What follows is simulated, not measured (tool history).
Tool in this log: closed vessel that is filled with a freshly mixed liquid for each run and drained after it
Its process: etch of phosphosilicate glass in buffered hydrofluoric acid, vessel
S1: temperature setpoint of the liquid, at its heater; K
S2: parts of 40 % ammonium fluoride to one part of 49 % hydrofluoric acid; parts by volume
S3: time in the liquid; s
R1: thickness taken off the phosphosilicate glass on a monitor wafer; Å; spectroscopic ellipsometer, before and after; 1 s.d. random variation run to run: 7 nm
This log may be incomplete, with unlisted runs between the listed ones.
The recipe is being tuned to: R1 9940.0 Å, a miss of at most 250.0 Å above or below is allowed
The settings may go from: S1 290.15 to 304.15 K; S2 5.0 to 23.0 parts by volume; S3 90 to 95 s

run  hour      S1    S2  S3       R1
  1   0.0  296.15  14.0  90   4772.8
  2   9.2  296.15  14.0  90   4921.7
  3  14.0  298.65  13.0  90   6029.7
  4  16.6  298.65  16.5  90   4697.3
  5  17.8  300.15  14.5  90   5792.2
  6  25.3  300.15  16.5  90   5141.8
  7  30.5  301.15  14.5  90   6140.0
  8  32.2  302.15  13.0  90   7284.8
  9  38.2  304.15  10.0  90  10238.0

Which of these 5 next moves meets every target?
  A  44.2  301.65  10.5  95   ?
  B  44.2  303.65  11.5  95   ?
  C  44.2  302.65   9.5  90   ?
  D  44.2  304.15  10.5  95   ?
  E  44.2  303.65   9.0  90   ?

move       R1
   A   9034.7
   B   9186.9
   C   9771.2
   D  10303.0
   E  10652.0
A: moves the result that the last run missed by most past its target, out the other side
B: moves the result that the last run missed by most past its target, out the other side
C: in spec on every target
D: misses by more than the last run did
E: misses by more than the last run did
The right move is C.
